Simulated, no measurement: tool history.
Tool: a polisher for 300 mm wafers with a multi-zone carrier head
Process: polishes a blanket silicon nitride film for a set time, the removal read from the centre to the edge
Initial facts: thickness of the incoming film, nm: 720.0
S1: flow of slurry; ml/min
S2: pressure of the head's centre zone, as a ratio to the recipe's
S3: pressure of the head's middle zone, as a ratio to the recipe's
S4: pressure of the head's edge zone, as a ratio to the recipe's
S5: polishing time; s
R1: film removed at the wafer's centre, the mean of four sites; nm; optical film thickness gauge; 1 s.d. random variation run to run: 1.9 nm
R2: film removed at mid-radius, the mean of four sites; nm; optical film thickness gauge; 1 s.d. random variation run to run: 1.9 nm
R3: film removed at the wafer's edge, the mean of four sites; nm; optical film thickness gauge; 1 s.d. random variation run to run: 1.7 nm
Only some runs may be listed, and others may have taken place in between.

Run 1, hour 0: S1 170 ml/min, S2 1, S3 1, S4 1, S5 89 s. Result: R1 166.45 nm, R2 167.4 nm, R3 171.24 nm.
Run 2, hour 3.1: S1 170 ml/min, S2 1, S3 1, S4 1.04, S5 89 s. Result: R1 164.21 nm, R2 165.86 nm, R3 175.46 nm.
Run 3, hour 6.5: S1 210 ml/min, S2 1, S3 1, S4 1.04, S5 89 s. Result: R1 169.44 nm, R2 170.34 nm, R3 176.57 nm.
Run 4, hour 11.9: S1 210 ml/min, S2 1, S3 1.06, S4 1.04, S5 89 s. Result: R1 169.55 nm, R2 178.59 nm, R3 179.55 nm.
Run 5, hour 15.4: S1 210 ml/min, S2 1.02, S3 1.04, S4 1.06, S5 90 s. Result: R1 174.51 nm, R2 177.97 nm, R3 178.68 nm.
Run 6, hour 16.4: S1 210 ml/min, S2 1.02, S3 1.04, S4 1.01, S5 90 s. Result: R1 177.06 nm, R2 179.33 nm, R3 174.59 nm.
Run 7, hour 24.1: S1 210 ml/min, S2 1.03, S3 1.02, S4 1.03, S5 92 s. Result: R1 184.14 nm, R2 177.64 nm, R3 183.64 nm.
Run 8, hour 30.7: S1 210 ml/min, S2 1.04, S3 1.01, S4 1.05, S5 93 s. Result: R1 187.79 nm, R2 179.72 nm, R3 187.48 nm.
Run 9, hour 34.7: S1 210 ml/min, S2 1.05, S3 1, S4 1.07, S5 93 s. Result: R1 184.11 nm, R2 179.22 nm, R3 186.77 nm.

Predict the results of run 10:
Run 10, hour 36.4: S1 210 ml/min, S2 1.06, S3 0.98, S4 1.08, S5 94 s. Result: R1 ?, R2 ?, R3 ?.

R1: 189.15 nm
R2: 174.43 nm
R3: 187.92 nm
